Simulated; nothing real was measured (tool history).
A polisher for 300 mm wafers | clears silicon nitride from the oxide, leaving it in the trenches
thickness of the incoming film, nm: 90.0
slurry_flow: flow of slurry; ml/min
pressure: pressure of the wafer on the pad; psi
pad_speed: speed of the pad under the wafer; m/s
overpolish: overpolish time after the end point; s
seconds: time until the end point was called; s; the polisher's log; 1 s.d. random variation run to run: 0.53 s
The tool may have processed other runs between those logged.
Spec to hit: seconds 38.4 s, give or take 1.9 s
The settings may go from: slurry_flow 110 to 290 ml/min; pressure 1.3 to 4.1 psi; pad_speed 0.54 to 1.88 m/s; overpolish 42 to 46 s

run,hour,slurry_flow,pressure,pad_speed,overpolish,seconds
1,0,185,2.7,1.2,42,75.839
2,1.9,185,2.7,1.2,42,75.92
3,5.7,185,3,1.2,42,67.887
4,11.4,185,3,1.2,42,69.604
5,14.8,185,2.5,1.2,42,82.134
6,16.3,185,2.9,1.2,42,73.578
7,21.2,195,3.6,1.54,42,44.611
8,29,195,3.7,1.54,42,43.717
9,31.8,195,3.8,1.54,42,41.986
10,40.3,195,3.9,1.54,42,41.115

Which single option among these 4 for the next run brings every result within its allowed miss of target? Just one does.
A,48.8,200,4.1,1.74,43,?
B,48.8,195,3.7,1.76,42,?
C,48.8,210,4.1,1.7,45,?
D,48.8,200,3.7,1.58,42,?

move,seconds
A,34.628
B,37.976
C,35.229
D,42.078
A: takes the result that was furthest off past its target
B: hits every target within its allowed miss
C: takes the result that was furthest off past its target
D: lands further from the targets than the last run did
Answer: B
